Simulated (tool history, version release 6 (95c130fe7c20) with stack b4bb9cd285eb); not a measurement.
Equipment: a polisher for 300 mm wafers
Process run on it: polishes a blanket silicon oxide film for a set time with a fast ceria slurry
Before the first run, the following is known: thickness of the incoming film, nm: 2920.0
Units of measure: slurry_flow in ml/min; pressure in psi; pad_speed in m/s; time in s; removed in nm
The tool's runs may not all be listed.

Run 1, day 0: slurry_flow 195 ml/min, pressure 2.1 psi, pad_speed 0.96 m/s, time 79 s. Result: removed 819.02 nm.
Run 2, day 0.162: slurry_flow 195 ml/min, pressure 2.1 psi, pad_speed 0.96 m/s, time 83 s. Result: removed 858.04 nm.
Run 3, day 0.342: slurry_flow 195 ml/min, pressure 2.1 psi, pad_speed 1.1 m/s, time 83 s. Result: removed 948.92 nm.
Run 4, day 0.7: slurry_flow 195 ml/min, pressure 2.2 psi, pad_speed 1.1 m/s, time 83 s. Result: removed 987.84 nm.
Run 5, day 1.05: slurry_flow 195 ml/min, pressure 2.2 psi, pad_speed 0.86 m/s, time 83 s. Result: removed 798.72 nm.
Run 6, day 1.421: slurry_flow 235 ml/min, pressure 2.2 psi, pad_speed 0.86 m/s, time 83 s. Result: removed 840.81 nm.
Run 7, day 1.479: slurry_flow 235 ml/min, pressure 2.4 psi, pad_speed 0.88 m/s, time 83 s. Result: removed 912.55 nm.

Run 8, settings as shown, results not yet in. Your forecast:
Run 8, day 1.638: slurry_flow 235 ml/min, pressure 2.6 psi, pad_speed 0.9 m/s, time 83 s. Result: removed ?.

{"run 8": {"removed": 988.17}}
